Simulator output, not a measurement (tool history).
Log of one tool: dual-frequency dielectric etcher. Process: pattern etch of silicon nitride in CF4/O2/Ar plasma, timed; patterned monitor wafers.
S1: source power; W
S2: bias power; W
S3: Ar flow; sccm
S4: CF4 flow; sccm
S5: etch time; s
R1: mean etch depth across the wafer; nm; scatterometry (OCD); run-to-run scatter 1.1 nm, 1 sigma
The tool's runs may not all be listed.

run 1 hour=0.0 | S1=740 S2=54 S3=110 S4=134 S5=60.5 | R1=186.23
run 2 hour=4.0 | S1=740 S2=50 S3=110 S4=134 S5=60.5 | R1=179.35
run 3 hour=5.7 | S1=770 S2=50 S3=110 S4=134 S5=60.5 | R1=185.46
run 4 hour=10.5 | S1=790 S2=50 S3=110 S4=134 S5=60.5 | R1=190.18
run 5 hour=11.1 | S1=800 S2=50 S3=110 S4=134 S5=60.5 | R1=192.71
run 6 hour=16.9 | S1=810 S2=50 S3=110 S4=134 S5=60.5 | R1=194.52
run 7 hour=20.5 | S1=820 S2=50 S3=110 S4=134 S5=60.5 | R1=195.84
run 8 hour=29.1 | S1=830 S2=50 S3=110 S4=134 S5=60.5 | R1=198.07

Predict the results of run 9:
run 9 hour=35.7 | S1=840 S2=50 S3=110 S4=134 S5=60.5 | R1=?

R1: 199.96 nm
